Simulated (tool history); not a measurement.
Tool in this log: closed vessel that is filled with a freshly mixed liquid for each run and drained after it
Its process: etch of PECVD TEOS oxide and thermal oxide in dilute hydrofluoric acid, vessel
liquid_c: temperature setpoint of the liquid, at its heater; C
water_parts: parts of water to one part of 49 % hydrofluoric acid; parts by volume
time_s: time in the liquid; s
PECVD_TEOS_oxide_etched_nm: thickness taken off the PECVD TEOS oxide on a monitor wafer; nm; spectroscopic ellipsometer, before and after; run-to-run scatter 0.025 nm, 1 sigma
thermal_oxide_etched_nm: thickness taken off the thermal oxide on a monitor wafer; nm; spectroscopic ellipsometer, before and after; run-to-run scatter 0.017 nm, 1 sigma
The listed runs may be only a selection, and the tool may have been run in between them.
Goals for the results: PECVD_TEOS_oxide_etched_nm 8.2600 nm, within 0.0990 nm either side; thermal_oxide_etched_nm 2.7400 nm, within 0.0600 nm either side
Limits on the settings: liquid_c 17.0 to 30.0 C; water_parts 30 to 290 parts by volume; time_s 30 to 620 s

run  hour  liquid_c  water_parts  time_s  PECVD_TEOS_oxide_etched_nm  thermal_oxide_etched_nm
  1   0.0      22.0          160     315                     23.9350                   7.8718
  2   1.1      20.5          200     315                     17.2980                   5.7059
  3   2.5      19.5          230     315                     13.9950                   4.6550
  4   7.9      19.5          230     420                     18.7440                   6.2303
  5  13.8      21.0          230     420                     19.9120                   6.6239
  6  20.6      19.5          250     380                     15.3120                   5.0604
  7  22.5      18.5          265     345                     12.4970                   4.1382
  8  26.9      18.0          275     315                     10.6440                   3.5442
  9  34.7      17.5          280     300                      9.7104                   3.2187
 10  37.5      17.5          285     290                      9.1934                   3.0900
 11  46.1      17.5          285     280                      8.8406                   2.9488
 12  46.6      17.5          285     275                      8.6913                   2.9103
 13  53.9      17.0          290     275                      8.4230                   2.8070

Which single option among these 4 for the next run brings every result within its allowed miss of target? Just one does.
  A  61.2      17.0          185     165                           ?                        ?
  B  61.2      17.0          285     275                           ?                        ?
  C  61.2      17.0          280     260                           ?                        ?
  D  61.2      17.0          280     265                           ?                        ?

move  PECVD_TEOS_oxide_etched_nm  thermal_oxide_etched_nm
   A                      8.6602                   2.8794
   B                      8.5753                   2.8512
   C                      8.2874                   2.7554
   D                      8.4468                   2.8084
A: lands further from the targets than the last run did
B: lands further from the targets than the last run did
C: each result inside its tolerance
D: lands further from the targets than the last run did
Move C is the one to make.

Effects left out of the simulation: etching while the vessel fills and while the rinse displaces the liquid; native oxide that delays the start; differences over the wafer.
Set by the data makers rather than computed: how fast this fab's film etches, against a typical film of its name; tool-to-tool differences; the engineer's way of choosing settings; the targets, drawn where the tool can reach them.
